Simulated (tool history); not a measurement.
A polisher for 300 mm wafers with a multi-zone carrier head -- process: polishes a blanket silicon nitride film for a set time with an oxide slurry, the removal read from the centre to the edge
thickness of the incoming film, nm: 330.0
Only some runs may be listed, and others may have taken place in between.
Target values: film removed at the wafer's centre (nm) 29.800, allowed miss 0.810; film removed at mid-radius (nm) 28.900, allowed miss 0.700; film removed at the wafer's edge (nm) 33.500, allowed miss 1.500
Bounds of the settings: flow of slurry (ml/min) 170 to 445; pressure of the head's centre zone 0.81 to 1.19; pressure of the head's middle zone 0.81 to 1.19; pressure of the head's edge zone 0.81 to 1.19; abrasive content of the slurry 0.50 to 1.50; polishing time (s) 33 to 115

run  hour  flow of slurry (ml/min)  pressure of the head's centre zone  pressure of the head's middle zone  pressure of the head's edge zone  abrasive content of the slurry  polishing time (s)  film removed at the wafer's centre (nm)  film removed at mid-radius (nm)  film removed at the wafer's edge (nm)
  1   0.0                      285                                1.00                                1.00                              1.00                            1.00                  73                                   41.076                           40.604                                 42.025
  2   2.6                      285                                1.00                                1.00                              1.00                            1.00                  60                                   33.749                           33.189                                 35.120
  3   7.4                      285                                1.00                                1.00                              1.00                            1.00                  50                                   27.924                           27.737                                 28.165
  4  15.3                      260                                1.00                                1.00                              1.00                            1.00                  50                                   27.654                           27.716                                 28.261
  5  16.0                      275                                1.00                                1.00                              1.03                            1.00                  50                                   28.032                           27.739                                 28.524
  6  16.9                      275                                1.00                                1.00                              1.03                            0.85                  50                                   25.703                           25.608                                 26.364
  7  20.0                      285                                0.99                                0.99                              1.05                            0.90                  50                                   26.668                           26.175                                 27.845
  8  26.4                      300                                0.98                                0.99                              1.07                            0.90                  50                                   26.276                           26.453                                 28.069
  9  28.9                      310                                0.98                                0.98                              1.09                            0.90                  50                                   26.760                           26.031                                 28.245
 10  34.1                      285                                0.94                                0.97                              1.19                            1.15                  51                                   29.027                           29.524                                 33.529

Of the 4 settings listed for the next run, only one would bring every result within its allowed miss of target. Which one?
  A  39.3                      325                                0.95                                1.03                              1.15                            1.25                  48                                        ?                                ?                                      ?
  B  39.3                      225                                0.94                                0.97                              1.17                            1.50                  46                                        ?                                ?                                      ?
  C  39.3                      250                                0.88                                0.96                              1.19                            1.25                  52                                        ?                                ?                                      ?
  D  39.3                      315                                0.98                                0.95                              1.19                            1.10                  51                                        ?                                ?                                      ?

move  film removed at the wafer's centre (nm)  film removed at mid-radius (nm)  film removed at the wafer's edge (nm)
   A                                   28.918                           30.356                                 32.421
   B                                   28.249                           28.581                                 32.710
   C                                   28.435                           30.242                                 35.120
   D                                   29.861                           28.484                                 33.215
A: moves away from the targets compared with the last run
B: moves away from the targets compared with the last run
C: moves away from the targets compared with the last run
D: in spec on every target
Go with D: it meets all targets.
